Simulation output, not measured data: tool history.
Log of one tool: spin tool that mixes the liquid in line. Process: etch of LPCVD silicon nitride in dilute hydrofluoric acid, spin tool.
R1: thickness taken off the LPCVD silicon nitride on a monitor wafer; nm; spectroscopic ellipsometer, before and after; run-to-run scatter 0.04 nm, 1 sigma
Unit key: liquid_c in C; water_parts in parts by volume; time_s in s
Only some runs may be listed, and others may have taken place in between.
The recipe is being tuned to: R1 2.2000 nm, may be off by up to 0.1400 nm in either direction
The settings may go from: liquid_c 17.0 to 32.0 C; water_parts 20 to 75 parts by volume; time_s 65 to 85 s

Run 1, hour 0.0: liquid_c 24.0 C, water_parts 45 parts by volume, time_s 85 s. Result: R1 1.0203 nm.
Run 2, hour 4.1: liquid_c 24.0 C, water_parts 30 parts by volume, time_s 85 s. Result: R1 1.4794 nm.
Run 3, hour 12.5: liquid_c 24.0 C, water_parts 40 parts by volume, time_s 85 s. Result: R1 1.1324 nm.
Run 4, hour 15.3: liquid_c 26.0 C, water_parts 40 parts by volume, time_s 85 s. Result: R1 1.2565 nm.
Run 5, hour 16.9: liquid_c 27.5 C, water_parts 35 parts by volume, time_s 85 s. Result: R1 1.6286 nm.
Run 6, hour 24.1: liquid_c 28.5 C, water_parts 35 parts by volume, time_s 85 s. Result: R1 1.7437 nm.
Run 7, hour 24.8: liquid_c 29.5 C, water_parts 35 parts by volume, time_s 85 s. Result: R1 1.9205 nm.
Run 8, hour 27.4: liquid_c 30.0 C, water_parts 35 parts by volume, time_s 85 s. Result: R1 1.9449 nm.
Run 9, hour 31.5: liquid_c 30.5 C, water_parts 35 parts by volume, time_s 85 s. Result: R1 1.9409 nm.
Run 10, hour 40.0: liquid_c 31.0 C, water_parts 35 parts by volume, time_s 85 s. Result: R1 2.0774 nm.

Which one of the following 5 next-run settings gets every result inside its allowed miss? There is exactly one.
Run A, hour 48.5: liquid_c 30.0 C, water_parts 30 parts by volume, time_s 85 s. Result: R1 ?.
Run B, hour 48.5: liquid_c 30.0 C, water_parts 35 parts by volume, time_s 85 s. Result: R1 ?.
Run C, hour 48.5: liquid_c 31.0 C, water_parts 35 parts by volume, time_s 75 s. Result: R1 ?.
Run D, hour 48.5: liquid_c 30.5 C, water_parts 30 parts by volume, time_s 65 s. Result: R1 ?.
Run E, hour 48.5: liquid_c 31.5 C, water_parts 30 parts by volume, time_s 65 s. Result: R1 ?.

move      R1
   A  2.3213
   B  1.9969
   C  1.8800
   D  1.8339
   E  1.9567
A: meets every target
B: lands further from the targets than the last run did
C: lands further from the targets than the last run did
D: lands further from the targets than the last run did
E: lands further from the targets than the last run did
The move that meets every target is A.

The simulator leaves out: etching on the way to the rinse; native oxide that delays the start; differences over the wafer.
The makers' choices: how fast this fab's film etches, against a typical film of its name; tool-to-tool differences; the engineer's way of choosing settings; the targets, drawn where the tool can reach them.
